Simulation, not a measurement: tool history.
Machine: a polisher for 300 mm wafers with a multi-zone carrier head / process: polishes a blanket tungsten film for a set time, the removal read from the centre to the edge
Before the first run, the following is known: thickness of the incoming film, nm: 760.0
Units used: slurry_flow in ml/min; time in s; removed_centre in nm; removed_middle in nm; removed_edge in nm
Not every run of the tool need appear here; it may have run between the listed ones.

run	hour	slurry_flow	centre_zone	middle_zone	edge_zone	slurry_solids	time	removed_centre	removed_middle	removed_edge
1	0.0	135	1.00	1.00	1.00	1.00	30	137.67	133.10	136.14
2	3.9	135	1.00	0.97	1.00	1.00	30	140.00	129.48	134.21
3	9.4	135	1.00	0.98	1.03	1.05	31	144.25	138.14	145.09
4	10.3	150	1.00	0.98	1.03	1.05	31	146.85	139.20	144.37
5	15.3	150	1.00	0.98	1.03	1.20	31	152.02	144.76	151.82
6	17.3	150	1.04	0.98	1.03	1.20	31	154.86	144.74	153.02
7	24.4	150	1.05	1.00	1.05	1.25	32	166.01	153.48	161.14

Expected results for the next run?
8	32.6	150	1.04	1.01	1.07	1.30	33	?	?	?

removed_centre: 170.61 nm
removed_middle: 163.81 nm
removed_edge: 166.77 nm

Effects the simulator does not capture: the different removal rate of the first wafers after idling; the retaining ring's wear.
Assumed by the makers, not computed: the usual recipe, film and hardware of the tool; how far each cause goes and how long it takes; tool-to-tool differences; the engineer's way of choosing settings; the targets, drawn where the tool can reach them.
